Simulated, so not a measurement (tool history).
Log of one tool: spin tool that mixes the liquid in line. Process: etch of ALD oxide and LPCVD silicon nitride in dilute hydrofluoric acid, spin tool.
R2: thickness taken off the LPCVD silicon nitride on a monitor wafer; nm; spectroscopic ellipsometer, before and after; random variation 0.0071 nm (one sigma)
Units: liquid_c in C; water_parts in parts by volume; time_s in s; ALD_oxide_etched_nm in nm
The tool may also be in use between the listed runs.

run 1 hour=0 | liquid_c=25 water_parts=120 time_s=55 | ALD_oxide_etched_nm=12.392 R2=0.22676
run 2 hour=6.9 | liquid_c=23.5 water_parts=140 time_s=55 | ALD_oxide_etched_nm=9.7012 R2=0.13885
run 3 hour=15.1 | liquid_c=24 water_parts=160 time_s=50 | ALD_oxide_etched_nm=7.7545 R2=0.15812
run 4 hour=17.8 | liquid_c=21 water_parts=160 time_s=50 | ALD_oxide_etched_nm=6.9374 R2=0.10281
run 5 hour=22.5 | liquid_c=20.5 water_parts=175 time_s=50 | ALD_oxide_etched_nm=6.0157 R2=0.10463
run 6 hour=26.7 | liquid_c=24 water_parts=175 time_s=50 | ALD_oxide_etched_nm=6.9382 R2=0.11025
run 7 hour=32.5 | liquid_c=20 water_parts=215 time_s=50 | ALD_oxide_etched_nm=4.6579 R2=0.087722
run 8 hour=40.8 | liquid_c=19.5 water_parts=215 time_s=50 | ALD_oxide_etched_nm=4.5961 R2=0.082004
run 9 hour=41.6 | liquid_c=17.5 water_parts=215 time_s=40 | ALD_oxide_etched_nm=3.3989 R2=0.053638
run 10 hour=43.9 | liquid_c=18 water_parts=215 time_s=40 | ALD_oxide_etched_nm=3.4663 R2=0.050273

Run 11 comes next. What will it give?
run 11 hour=52.3 | liquid_c=18.5 water_parts=215 time_s=40 | ALD_oxide_etched_nm=? R2=?

{"run 11": {"ALD_oxide_etched_nm": 3.5881, "R2": 0.050649}}

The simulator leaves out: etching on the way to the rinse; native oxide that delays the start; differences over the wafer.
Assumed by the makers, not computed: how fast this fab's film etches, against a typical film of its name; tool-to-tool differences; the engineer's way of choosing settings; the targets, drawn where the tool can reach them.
